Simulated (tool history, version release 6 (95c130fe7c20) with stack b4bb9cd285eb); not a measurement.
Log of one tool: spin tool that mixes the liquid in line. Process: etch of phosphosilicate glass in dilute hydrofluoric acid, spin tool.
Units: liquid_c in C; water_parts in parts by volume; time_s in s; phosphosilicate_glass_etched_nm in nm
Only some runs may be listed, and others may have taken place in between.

run	hour	liquid_c	water_parts	time_s	phosphosilicate_glass_etched_nm
1	0	20	210	200	41.664
2	1.1	17	210	200	36.98
3	6.4	19.5	180	200	49.013
4	8.5	19.5	180	200	48.994
5	14.9	19.5	205	200	42.026
6	21.9	21.5	175	200	54.628
7	28.4	23	155	200	67.009
8	29.4	24	140	200	78.274
9	34.8	25	130	200	88.834
10	41.9	25.5	125	200	94.831
11	44.1	26	120	200	101.01
12	52.3	26.5	120	200	103.03
13	55.7	28	105	200	127.37
14	59.2	27.5	105	200	125.28
15	63.7	27	105	200	122.99

For run 16, what comes out?
16	70.2	26.5	105	200	?

Run 16 measured phosphosilicate_glass_etched_nm 120.63 nm.

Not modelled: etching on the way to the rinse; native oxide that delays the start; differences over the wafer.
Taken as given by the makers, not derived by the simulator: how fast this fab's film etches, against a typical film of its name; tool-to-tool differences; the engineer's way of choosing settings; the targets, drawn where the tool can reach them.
